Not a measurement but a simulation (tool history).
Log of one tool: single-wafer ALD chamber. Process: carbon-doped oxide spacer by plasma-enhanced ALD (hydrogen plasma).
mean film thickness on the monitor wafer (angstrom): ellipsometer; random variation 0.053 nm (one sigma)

run,hour,heater temperature setpoint (deg C),number of ALD cycles (cycles),mean film thickness on the monitor wafer (angstrom)
1,0,420,218,110.23
2,4.4,412,218,114.72
3,9.6,409,224,118.19
4,11.9,407,230,122.16
5,17.7,407,251,133.75
6,24.9,407,226,120.47
7,27,407,226,119.38

For run 8, what comes out?
8,33,406,231,?

{"run 8": {"mean film thickness on the monitor wafer (angstrom)": 122.61}}
